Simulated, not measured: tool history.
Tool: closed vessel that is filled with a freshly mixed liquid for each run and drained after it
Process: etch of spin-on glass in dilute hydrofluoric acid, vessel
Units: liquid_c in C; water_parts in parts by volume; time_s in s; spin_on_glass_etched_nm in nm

run  hour  liquid_c  water_parts  time_s  spin_on_glass_etched_nm
  1   0.0      24.0          270     185                   27.320
  2   0.5      23.0          275     185                   25.665
  3   5.2      23.0          190     185                   40.832
  4  11.0      23.0          250     185                   28.953
  5  11.9      22.0          255     185                   27.329
  6  14.4      19.5          255     185                   24.849
  7  15.1      19.0          260     185                   24.079

Run 8 comes next. What will it give?
  8  18.6      19.0          260     185                        ?

Run 8 gave spin_on_glass_etched_nm 23.772 nm.

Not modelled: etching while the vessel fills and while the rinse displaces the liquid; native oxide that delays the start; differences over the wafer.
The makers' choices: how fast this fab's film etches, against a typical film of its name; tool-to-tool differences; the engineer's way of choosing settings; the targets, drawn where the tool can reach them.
